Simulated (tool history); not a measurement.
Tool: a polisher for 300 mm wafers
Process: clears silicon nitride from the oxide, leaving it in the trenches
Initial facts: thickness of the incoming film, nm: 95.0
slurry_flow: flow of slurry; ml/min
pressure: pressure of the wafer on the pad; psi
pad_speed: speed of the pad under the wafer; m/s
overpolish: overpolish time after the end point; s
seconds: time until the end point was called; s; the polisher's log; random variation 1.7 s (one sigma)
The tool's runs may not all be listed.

run	hour	slurry_flow	pressure	pad_speed	overpolish	seconds
1	0	225	3	1.1	6	95.34
2	3.4	225	3	1.1	6	94.857
3	11.8	225	2.7	1.1	6	104.43
4	12.3	225	2.7	1.1	6	103.44
5	16.1	225	2.3	1.1	6	123.93
6	20.5	225	2.2	1.1	6	128.66
7	26	225	2.1	1.1	6	132.8
8	28.9	220	1.7	1.1	6	164.15

Run 9 has not been measured yet. What should we expect?
9	30.9	225	1.7	1.1	6	?

Logged for run 9: seconds 164.07 s.
